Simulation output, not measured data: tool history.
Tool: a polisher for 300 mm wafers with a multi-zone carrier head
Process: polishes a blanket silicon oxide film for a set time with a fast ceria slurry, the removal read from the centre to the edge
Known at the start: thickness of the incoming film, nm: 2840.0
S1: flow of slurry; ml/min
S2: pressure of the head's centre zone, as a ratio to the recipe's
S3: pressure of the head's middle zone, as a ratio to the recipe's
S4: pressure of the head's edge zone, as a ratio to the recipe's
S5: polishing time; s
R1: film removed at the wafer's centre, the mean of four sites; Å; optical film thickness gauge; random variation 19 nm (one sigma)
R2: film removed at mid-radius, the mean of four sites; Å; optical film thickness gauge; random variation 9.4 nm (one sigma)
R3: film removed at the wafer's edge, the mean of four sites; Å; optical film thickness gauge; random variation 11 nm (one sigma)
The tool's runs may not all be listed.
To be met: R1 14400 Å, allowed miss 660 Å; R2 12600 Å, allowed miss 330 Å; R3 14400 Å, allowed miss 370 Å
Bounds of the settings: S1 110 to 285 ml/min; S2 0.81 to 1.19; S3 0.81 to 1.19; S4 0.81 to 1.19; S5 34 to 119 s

run 1 hour=0.0 | S1=180 S2=1.00 S3=1.00 S4=1.00 S5=76 | R1=10627 R2=11171 R3=10650
run 2 hour=6.5 | S1=180 S2=1.00 S3=1.05 S4=1.00 S5=76 | R1=10955 R2=11188 R3=10745
run 3 hour=7.6 | S1=170 S2=1.02 S3=1.02 S4=1.02 S5=78 | R1=11039 R2=11346 R3=10967
run 4 hour=9.9 | S1=170 S2=1.02 S3=1.02 S4=0.93 S5=78 | R1=11474 R2=11345 R3=10751
run 5 hour=16.3 | S1=160 S2=1.04 S3=0.99 S4=0.96 S5=81 | R1=11844 R2=11443 R3=11119
run 6 hour=19.4 | S1=160 S2=1.04 S3=0.99 S4=0.96 S5=96 | R1=14310 R2=13470 R3=13172
run 7 hour=26.2 | S1=155 S2=1.03 S3=0.89 S4=1.06 S5=98 | R1=14025 R2=13125 R3=14261
run 8 hour=28.6 | S1=155 S2=1.03 S3=0.88 S4=1.06 S5=98 | R1=14171 R2=12899 R3=13819

Which of these 4 next moves meets every target?
run A hour=31.0 | S1=125 S2=1.07 S3=0.85 S4=1.10 S5=102 | R1=? R2=? R3=?
run B hour=31.0 | S1=145 S2=1.07 S3=0.87 S4=0.91 S5=100 | R1=? R2=? R3=?
run C hour=31.0 | S1=120 S2=0.98 S3=0.88 S4=1.09 S5=103 | R1=? R2=? R3=?
run D hour=31.0 | S1=155 S2=1.02 S3=0.91 S4=1.00 S5=96 | R1=? R2=? R3=?

move=A R1=14401 R2=12664 R3=14557
move=B R1=14684 R2=13000 R3=13345
move=C R1=13170 R2=12871 R3=14521
move=D R1=13655 R2=12933 R3=13524
A: meets every target
B: further off than the last run
C: brings the result that was furthest off to its target, and leaves another outside
D: further off than the last run
Move A is the one to make.
